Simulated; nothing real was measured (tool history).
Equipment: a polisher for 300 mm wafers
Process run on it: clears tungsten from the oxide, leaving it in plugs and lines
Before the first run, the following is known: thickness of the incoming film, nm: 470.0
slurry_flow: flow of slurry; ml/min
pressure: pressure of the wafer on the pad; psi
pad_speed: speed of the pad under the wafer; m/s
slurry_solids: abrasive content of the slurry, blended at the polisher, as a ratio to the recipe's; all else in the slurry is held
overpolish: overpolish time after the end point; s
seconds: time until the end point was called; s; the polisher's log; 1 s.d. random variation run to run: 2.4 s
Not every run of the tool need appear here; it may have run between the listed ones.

run  hour  slurry_flow  pressure  pad_speed  slurry_solids  overpolish  seconds
  1     0          305       3.7       1.22              1          34   81.278
  2   1.8          305       3.7       1.36              1          34   72.996
  3   6.2          305       3.1       1.36              1          34   87.821
  4  13.8          265       3.1       1.36              1          34   89.397
  5  22.6          220       3.1       1.36              1          34   89.316
  6  29.2          220       3.1       1.36           0.85          34   93.048
  7  35.4          220       2.9       1.32           0.85          34   103.56
  8  37.8          220       2.7       1.28           0.85          34   114.38

Run 9 has not been measured yet. What should we expect?
  9  40.4          215       1.7        1.1           0.85          34        ?

seconds: 193.97 s
